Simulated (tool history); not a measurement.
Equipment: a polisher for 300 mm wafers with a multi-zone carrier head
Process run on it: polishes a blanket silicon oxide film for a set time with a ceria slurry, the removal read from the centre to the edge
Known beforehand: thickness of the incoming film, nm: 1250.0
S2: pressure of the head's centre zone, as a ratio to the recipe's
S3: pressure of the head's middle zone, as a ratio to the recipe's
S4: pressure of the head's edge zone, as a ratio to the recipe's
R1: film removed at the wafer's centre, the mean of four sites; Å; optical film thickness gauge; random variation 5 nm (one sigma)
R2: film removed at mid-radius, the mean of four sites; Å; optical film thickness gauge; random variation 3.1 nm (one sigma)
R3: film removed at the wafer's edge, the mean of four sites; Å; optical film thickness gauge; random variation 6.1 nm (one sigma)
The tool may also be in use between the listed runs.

{"run": 1, "hour": 0.0, "flow of slurry (ml/min)": 155, "S2": 1, "S3": 1, "S4": 1, "polishing time (s)": 79, "R1": 3892.5, "R2": 3950.9, "R3": 3969.4}
{"run": 2, "hour": 5.4, "flow of slurry (ml/min)": 160, "S2": 0.98, "S3": 1.01, "S4": 1.03, "polishing time (s)": 81, "R1": 3971.2, "R2": 4085.3, "R3": 4227.7}
{"run": 3, "hour": 7.1, "flow of slurry (ml/min)": 160, "S2": 0.95, "S3": 1.01, "S4": 1.03, "polishing time (s)": 81, "R1": 3854.2, "R2": 4106.5, "R3": 4299.3}
{"run": 4, "hour": 13.6, "flow of slurry (ml/min)": 170, "S2": 0.94, "S3": 1.03, "S4": 1.05, "polishing time (s)": 81, "R1": 3795, "R2": 4207.1, "R3": 4306.9}
{"run": 5, "hour": 18.7, "flow of slurry (ml/min)": 170, "S2": 0.94, "S3": 1.03, "S4": 1.08, "polishing time (s)": 81, "R1": 3880.2, "R2": 4214.6, "R3": 4390.1}
{"run": 6, "hour": 19.8, "flow of slurry (ml/min)": 170, "S2": 0.94, "S3": 1.11, "S4": 1.08, "polishing time (s)": 81, "R1": 3760.4, "R2": 4464.5, "R3": 4400.5}
{"run": 7, "hour": 24.0, "flow of slurry (ml/min)": 175, "S2": 0.93, "S3": 1.11, "S4": 1.1, "polishing time (s)": 82, "R1": 3864.9, "R2": 4538, "R3": 4470.9}
{"run": 8, "hour": 24.9, "flow of slurry (ml/min)": 180, "S2": 0.92, "S3": 1.11, "S4": 1.11, "polishing time (s)": 83, "R1": 3901.8, "R2": 4655.9, "R3": 4536}
{"run": 9, "hour": 32.6, "flow of slurry (ml/min)": 175, "S2": 0.91, "S3": 1.1, "S4": 1.12, "polishing time (s)": 85, "R1": 3941.3, "R2": 4650.5, "R3": 4780.8}
{"run": 10, "hour": 40.4, "flow of slurry (ml/min)": 180, "S2": 0.9, "S3": 1.1, "S4": 1.13, "polishing time (s)": 86, "R1": 3933.4, "R2": 4748.3, "R3": 4738.8}
{"run": 11, "hour": 43.2, "flow of slurry (ml/min)": 175, "S2": 0.9, "S3": 1.1, "S4": 1.14, "polishing time (s)": 87, "R1": 3999, "R2": 4761.3, "R3": 4951}

Estimate the outcome of run 12 from the log above:
{"run": 12, "hour": 50.8, "flow of slurry (ml/min)": 175, "S2": 0.9, "S3": 1.1, "S4": 1.15, "polishing time (s)": 87, "R1": "?", "R2": "?", "R3": "?"}

{"run 12": {"R1": 3992.2, "R2": 4790.9, "R3": 4919}}

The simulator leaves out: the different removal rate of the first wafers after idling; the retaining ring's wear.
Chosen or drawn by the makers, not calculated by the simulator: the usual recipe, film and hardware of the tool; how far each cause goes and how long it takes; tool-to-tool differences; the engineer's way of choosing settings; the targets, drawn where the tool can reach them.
